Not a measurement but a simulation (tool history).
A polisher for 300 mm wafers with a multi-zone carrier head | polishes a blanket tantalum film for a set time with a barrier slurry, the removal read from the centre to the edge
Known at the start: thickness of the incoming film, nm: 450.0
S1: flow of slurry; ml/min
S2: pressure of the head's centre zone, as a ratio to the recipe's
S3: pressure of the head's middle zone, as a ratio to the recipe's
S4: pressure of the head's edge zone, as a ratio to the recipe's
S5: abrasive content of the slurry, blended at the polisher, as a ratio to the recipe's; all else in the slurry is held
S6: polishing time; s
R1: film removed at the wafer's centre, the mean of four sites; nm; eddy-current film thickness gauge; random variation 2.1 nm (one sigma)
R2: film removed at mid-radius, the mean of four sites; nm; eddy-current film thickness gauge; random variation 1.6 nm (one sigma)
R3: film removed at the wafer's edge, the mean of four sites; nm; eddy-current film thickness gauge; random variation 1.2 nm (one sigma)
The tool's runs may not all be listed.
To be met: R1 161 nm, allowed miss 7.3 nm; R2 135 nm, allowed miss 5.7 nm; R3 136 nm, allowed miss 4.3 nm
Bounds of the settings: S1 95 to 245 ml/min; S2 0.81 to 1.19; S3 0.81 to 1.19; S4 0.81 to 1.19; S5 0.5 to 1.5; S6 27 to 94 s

run  hour   S1    S2    S3    S4    S5  S6      R1      R2      R3
  1     0  155     1     1     1     1  60  132.26  116.66  119.79
  2   0.9  155  0.96     1     1     1  60  125.86  120.66  121.03
  3   8.6  155  0.96     1  0.95     1  60  127.56  117.34   118.6
  4  12.7  155  0.96     1  0.87     1  60  128.12  120.96  114.57
  5    17  155  0.93     1  0.87     1  60  126.06   121.2   115.3
  6  19.7  155  0.93     1  0.87     1  46   95.14   93.55  87.852
     26.1  -- centre zone pressure recalibrated
  7  26.1  160  0.95     1  0.89  1.05  47  90.815  94.194  93.016
  8  31.2  160  0.96     1   0.9  1.05  50  99.249  101.09   96.97
  9  36.7  155  0.97     1  0.91  1.05  53  104.83  107.62  103.68
 10  40.7  160  0.97  1.01  0.92  1.05  55  109.01  112.74  109.33
 11  41.9  160  0.97  1.01  0.92  1.05  57  113.95  117.21  111.83
 12  44.8  160  0.97  1.01  0.92  1.05  59  117.45  119.69   116.6
 13  52.1  205  1.07  1.01  1.02   1.3  60  146.77  133.96  135.31

Which of these 5 next moves meets every target?
  A  59.4  200  1.03  1.01  1.07   1.4  58   ?   ?   ?
  B  59.4  200  1.14  0.98     1  1.15  64   ?   ?   ?
  C  59.4  190  0.92  1.05  0.98   1.5  58   ?   ?   ?
  D  59.4  230  1.04     1  1.01   0.9  64   ?   ?   ?
  E  59.4  210  1.05  0.99  1.07  1.35  59   ?   ?   ?

move      R1      R2      R3
   A  138.98  131.65  132.68
   B  161.77  135.24  136.34
   C  125.22  137.03   129.4
   D  141.38  131.29   129.9
   E  144.02  131.56  134.63
A: further off than the last run
B: meets every target
C: further off than the last run
D: further off than the last run
E: further off than the last run
Answer: B
